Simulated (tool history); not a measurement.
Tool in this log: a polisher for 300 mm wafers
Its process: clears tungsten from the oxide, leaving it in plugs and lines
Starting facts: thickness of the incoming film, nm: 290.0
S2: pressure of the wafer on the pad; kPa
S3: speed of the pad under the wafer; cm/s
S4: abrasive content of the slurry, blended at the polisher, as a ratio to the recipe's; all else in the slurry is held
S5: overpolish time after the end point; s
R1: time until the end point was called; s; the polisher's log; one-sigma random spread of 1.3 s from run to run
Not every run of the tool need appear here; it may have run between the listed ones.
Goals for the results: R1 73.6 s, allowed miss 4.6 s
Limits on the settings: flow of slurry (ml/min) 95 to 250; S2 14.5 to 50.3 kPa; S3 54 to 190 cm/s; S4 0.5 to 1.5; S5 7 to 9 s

{"run": 1, "hour": 0.0, "flow of slurry (ml/min)": 160, "S2": 32.4, "S3": 122, "S4": 1, "S5": 9, "R1": 42.44}
{"run": 2, "hour": 2.9, "flow of slurry (ml/min)": 160, "S2": 29.6, "S3": 120, "S4": 1, "S5": 9, "R1": 48.699}
{"run": 3, "hour": 10.8, "flow of slurry (ml/min)": 160, "S2": 29.6, "S3": 132, "S4": 1, "S5": 9, "R1": 44.818}
{"run": 4, "hour": 18.9, "flow of slurry (ml/min)": 160, "S2": 27.6, "S3": 130, "S4": 1, "S5": 9, "R1": 47.756}
{"run": 5, "hour": 24.2, "flow of slurry (ml/min)": 125, "S2": 27.6, "S3": 130, "S4": 1, "S5": 9, "R1": 48.737}
{"run": 6, "hour": 30.6, "flow of slurry (ml/min)": 110, "S2": 27.6, "S3": 130, "S4": 1, "S5": 9, "R1": 49.199}
{"hour": 39.6, "done": "worn pad replaced by a new one"}
{"run": 7, "hour": 39.6, "flow of slurry (ml/min)": 110, "S2": 25.5, "S3": 128, "S4": 1, "S5": 9, "R1": 50.48}
{"run": 8, "hour": 47.0, "flow of slurry (ml/min)": 110, "S2": 23.4, "S3": 124, "S4": 1, "S5": 9, "R1": 55.33}
{"run": 9, "hour": 52.0, "flow of slurry (ml/min)": 110, "S2": 14.5, "S3": 118, "S4": 1, "S5": 9, "R1": 85.526}
{"run": 10, "hour": 60.1, "flow of slurry (ml/min)": 110, "S2": 15.2, "S3": 118, "S4": 1, "S5": 9, "R1": 82.457}
{"run": 11, "hour": 65.4, "flow of slurry (ml/min)": 110, "S2": 15.9, "S3": 118, "S4": 1, "S5": 9, "R1": 79.211}

Exactly one of the 4 candidate moves below puts every result within its allowed miss. Which one?
{"run": "A", "hour": 70.7, "flow of slurry (ml/min)": 110, "S2": 20, "S3": 82, "S4": 1.05, "S5": 7, "R1": "?"}
{"run": "B", "hour": 70.7, "flow of slurry (ml/min)": 95, "S2": 20, "S3": 104, "S4": 1.05, "S5": 8, "R1": "?"}
{"run": "C", "hour": 70.7, "flow of slurry (ml/min)": 95, "S2": 17.2, "S3": 106, "S4": 0.9, "S5": 9, "R1": "?"}
{"run": "D", "hour": 70.7, "flow of slurry (ml/min)": 105, "S2": 14.5, "S3": 122, "S4": 0.9, "S5": 9, "R1": "?"}

move=A R1=88.257
move=B R1=73.834
move=C R1=84.152
move=D R1=84.315
A: further off than the last run
B: all results land within tolerance of their targets
C: further off than the last run
D: further off than the last run
Move B is the one to make.

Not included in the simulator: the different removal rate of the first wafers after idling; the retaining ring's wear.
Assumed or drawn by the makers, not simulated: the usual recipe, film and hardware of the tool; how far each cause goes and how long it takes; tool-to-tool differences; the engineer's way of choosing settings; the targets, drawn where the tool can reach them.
